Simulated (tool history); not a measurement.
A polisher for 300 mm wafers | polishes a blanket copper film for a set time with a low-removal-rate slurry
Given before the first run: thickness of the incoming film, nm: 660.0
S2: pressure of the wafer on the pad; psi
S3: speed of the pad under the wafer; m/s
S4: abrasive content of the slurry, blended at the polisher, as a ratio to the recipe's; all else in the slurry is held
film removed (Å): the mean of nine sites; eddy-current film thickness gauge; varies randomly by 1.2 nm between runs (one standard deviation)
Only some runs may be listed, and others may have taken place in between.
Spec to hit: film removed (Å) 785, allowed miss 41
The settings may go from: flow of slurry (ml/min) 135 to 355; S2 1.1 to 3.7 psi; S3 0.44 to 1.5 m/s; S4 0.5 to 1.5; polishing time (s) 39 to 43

{"run": 1, "day": 0.0, "flow of slurry (ml/min)": 225, "S2": 2.4, "S3": 0.96, "S4": 1, "polishing time (s)": 43, "film removed (Å)": 1150.3}
{"run": 2, "day": 0.042, "flow of slurry (ml/min)": 225, "S2": 2.4, "S3": 0.96, "S4": 1, "polishing time (s)": 39, "film removed (Å)": 1059.6}
{"run": 3, "day": 0.221, "flow of slurry (ml/min)": 225, "S2": 2.2, "S3": 0.96, "S4": 1, "polishing time (s)": 39, "film removed (Å)": 956.15}
{"run": 4, "day": 0.583, "flow of slurry (ml/min)": 225, "S2": 2.2, "S3": 1.18, "S4": 1, "polishing time (s)": 39, "film removed (Å)": 1196.5}
{"run": 5, "day": 0.671, "flow of slurry (ml/min)": 225, "S2": 2, "S3": 1.18, "S4": 1, "polishing time (s)": 39, "film removed (Å)": 1141.6}
{"run": 6, "day": 1.033, "flow of slurry (ml/min)": 225, "S2": 1.8, "S3": 1.16, "S4": 1, "polishing time (s)": 39, "film removed (Å)": 1039.3}
{"run": 7, "day": 1.288, "flow of slurry (ml/min)": 225, "S2": 1.6, "S3": 1.14, "S4": 1, "polishing time (s)": 39, "film removed (Å)": 929.29}
{"run": 8, "day": 1.421, "flow of slurry (ml/min)": 225, "S2": 1.5, "S3": 1.14, "S4": 1, "polishing time (s)": 39, "film removed (Å)": 903.89}
{"run": 9, "day": 1.629, "flow of slurry (ml/min)": 225, "S2": 1.4, "S3": 1.14, "S4": 1, "polishing time (s)": 39, "film removed (Å)": 889.23}

Which of these 4 next moves meets every target?
{"run": "A", "day": 1.838, "flow of slurry (ml/min)": 255, "S2": 1.5, "S3": 1.24, "S4": 1, "polishing time (s)": 43, "film removed (Å)": "?"}
{"run": "B", "day": 1.838, "flow of slurry (ml/min)": 220, "S2": 1.8, "S3": 1.04, "S4": 1, "polishing time (s)": 39, "film removed (Å)": "?"}
{"run": "C", "day": 1.838, "flow of slurry (ml/min)": 210, "S2": 1.4, "S3": 1.18, "S4": 1, "polishing time (s)": 43, "film removed (Å)": "?"}
{"run": "D", "day": 1.838, "flow of slurry (ml/min)": 150, "S2": 1.1, "S3": 1.28, "S4": 1, "polishing time (s)": 39, "film removed (Å)": "?"}

move=A film_removed_(Å)=1128.8
move=B film_removed_(Å)=952.05
move=C film_removed_(Å)=1006.3
move=D film_removed_(Å)=812.18
A: further off than the last run
B: further off than the last run
C: further off than the last run
D: every result within its allowed miss
D is the move that brings every result within its allowed miss.
